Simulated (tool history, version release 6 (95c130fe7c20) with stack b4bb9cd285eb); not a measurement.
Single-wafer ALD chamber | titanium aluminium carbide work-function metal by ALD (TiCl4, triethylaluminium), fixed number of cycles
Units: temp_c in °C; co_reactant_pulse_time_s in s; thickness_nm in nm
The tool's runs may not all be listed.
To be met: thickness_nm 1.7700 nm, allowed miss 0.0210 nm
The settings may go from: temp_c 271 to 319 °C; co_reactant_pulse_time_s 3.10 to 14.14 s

run 1 day=0.000 | temp_c=295 co_reactant_pulse_time_s=8.62 | thickness_nm=1.8783
run 2 day=0.288 | temp_c=295 co_reactant_pulse_time_s=6.95 | thickness_nm=1.7938
run 3 day=0.533 | temp_c=295 co_reactant_pulse_time_s=4.77 | thickness_nm=1.6460
run 4 day=0.850 | temp_c=288 co_reactant_pulse_time_s=4.77 | thickness_nm=1.6011
run 5 day=0.950 | temp_c=288 co_reactant_pulse_time_s=3.10 | thickness_nm=1.3773
run 6 day=1.192 | temp_c=293 co_reactant_pulse_time_s=3.23 | thickness_nm=1.4274
run 7 day=1.225 | temp_c=296 co_reactant_pulse_time_s=3.65 | thickness_nm=1.5010
run 8 day=1.571 | temp_c=308 co_reactant_pulse_time_s=3.95 | thickness_nm=1.6312
run 9 day=1.638 | temp_c=310 co_reactant_pulse_time_s=4.05 | thickness_nm=1.6587
run 10 day=1.767 | temp_c=311 co_reactant_pulse_time_s=4.13 | thickness_nm=1.6676
run 11 day=2.038 | temp_c=312 co_reactant_pulse_time_s=4.21 | thickness_nm=1.6907
run 12 day=2.233 | temp_c=313 co_reactant_pulse_time_s=4.26 | thickness_nm=1.7132
run 13 day=2.446 | temp_c=314 co_reactant_pulse_time_s=4.27 | thickness_nm=1.7231
run 14 day=2.658 | temp_c=319 co_reactant_pulse_time_s=4.67 | thickness_nm=1.7946

Which of these 4 next moves meets every target?
run A day=2.871 | temp_c=313 co_reactant_pulse_time_s=5.43 | thickness_nm=?
run B day=2.871 | temp_c=309 co_reactant_pulse_time_s=5.58 | thickness_nm=?
run C day=2.871 | temp_c=317 co_reactant_pulse_time_s=5.15 | thickness_nm=?
run D day=2.871 | temp_c=316 co_reactant_pulse_time_s=4.65 | thickness_nm=?

move=A thickness_nm=1.8462
move=B thickness_nm=1.8309
move=C thickness_nm=1.8477
move=D thickness_nm=1.7864
A: further off than the last run
B: further off than the last run
C: further off than the last run
D: meets every target
Answer: D

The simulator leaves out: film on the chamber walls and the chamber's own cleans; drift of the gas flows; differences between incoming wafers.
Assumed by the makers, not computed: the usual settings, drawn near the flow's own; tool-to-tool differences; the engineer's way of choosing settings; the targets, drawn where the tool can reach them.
